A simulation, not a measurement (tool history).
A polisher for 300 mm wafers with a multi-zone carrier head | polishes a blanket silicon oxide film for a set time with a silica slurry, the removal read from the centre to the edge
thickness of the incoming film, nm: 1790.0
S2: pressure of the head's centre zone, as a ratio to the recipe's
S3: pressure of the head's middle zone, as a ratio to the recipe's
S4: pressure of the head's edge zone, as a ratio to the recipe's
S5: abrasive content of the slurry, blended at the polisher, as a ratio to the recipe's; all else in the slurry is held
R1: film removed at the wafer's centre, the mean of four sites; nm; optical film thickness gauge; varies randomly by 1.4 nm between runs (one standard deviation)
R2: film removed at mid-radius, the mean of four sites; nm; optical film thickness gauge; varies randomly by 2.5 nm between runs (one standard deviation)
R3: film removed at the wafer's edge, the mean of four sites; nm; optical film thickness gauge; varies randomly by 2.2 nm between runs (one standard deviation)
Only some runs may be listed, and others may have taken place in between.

run 1 hour=0 | flow_of_slurry_(ml/min)=220 S2=1 S3=1 S4=1 S5=1 polishing_time_(s)=44 | R1=197.77 R2=201.07 R3=196.11
run 2 hour=8.1 | flow_of_slurry_(ml/min)=220 S2=1 S3=1 S4=1.06 S5=1 polishing_time_(s)=44 | R1=198.19 R2=203.03 R3=208.82
run 3 hour=8.7 | flow_of_slurry_(ml/min)=220 S2=1 S3=1 S4=1.06 S5=1 polishing_time_(s)=39 | R1=174.27 R2=171.29 R3=179.82
run 4 hour=12.8 | flow_of_slurry_(ml/min)=220 S2=0.99 S3=1 S4=1.04 S5=1 polishing_time_(s)=39 | R1=169.62 R2=179.03 R3=178.05
run 5 hour=21.5 | flow_of_slurry_(ml/min)=220 S2=0.99 S3=1 S4=1.04 S5=1 polishing_time_(s)=30 | R1=132.24 R2=137.54 R3=136.22
run 6 hour=27.2 | flow_of_slurry_(ml/min)=225 S2=0.99 S3=1.02 S4=1.04 S5=1 polishing_time_(s)=30 | R1=136.14 R2=142.81 R3=135.24
run 7 hour=32.5 | flow_of_slurry_(ml/min)=230 S2=0.99 S3=1.03 S4=1.05 S5=1 polishing_time_(s)=30 | R1=135.22 R2=142.45 R3=134.47
run 8 hour=40.2 | flow_of_slurry_(ml/min)=230 S2=0.99 S3=1.04 S4=1.05 S5=1 polishing_time_(s)=30 | R1=134.49 R2=141.11 R3=138.51
run 9 hour=45.7 | flow_of_slurry_(ml/min)=230 S2=0.99 S3=1.05 S4=1.04 S5=1.05 polishing_time_(s)=30 | R1=137.5 R2=144.99 R3=142.13
run 10 hour=48.4 | flow_of_slurry_(ml/min)=235 S2=0.99 S3=1.06 S4=1.03 S5=1.05 polishing_time_(s)=30 | R1=139.83 R2=150.51 R3=140.7
run 11 hour=55.8 | flow_of_slurry_(ml/min)=240 S2=0.99 S3=1.07 S4=1.03 S5=1.05 polishing_time_(s)=30 | R1=138.43 R2=152.63 R3=140.05
run 12 hour=59.3 | flow_of_slurry_(ml/min)=245 S2=0.99 S3=1.08 S4=1.03 S5=1.05 polishing_time_(s)=30 | R1=137.69 R2=151.79 R3=143.11

Run 13 has not been measured yet. What should we expect?
run 13 hour=64.9 | flow_of_slurry_(ml/min)=245 S2=1 S3=1.09 S4=1.02 S5=1.05 polishing_time_(s)=30 | R1=? R2=? R3=?

Run 13 yielded R1 139.27 nm, R2 149.25 nm, R3 139.69 nm.
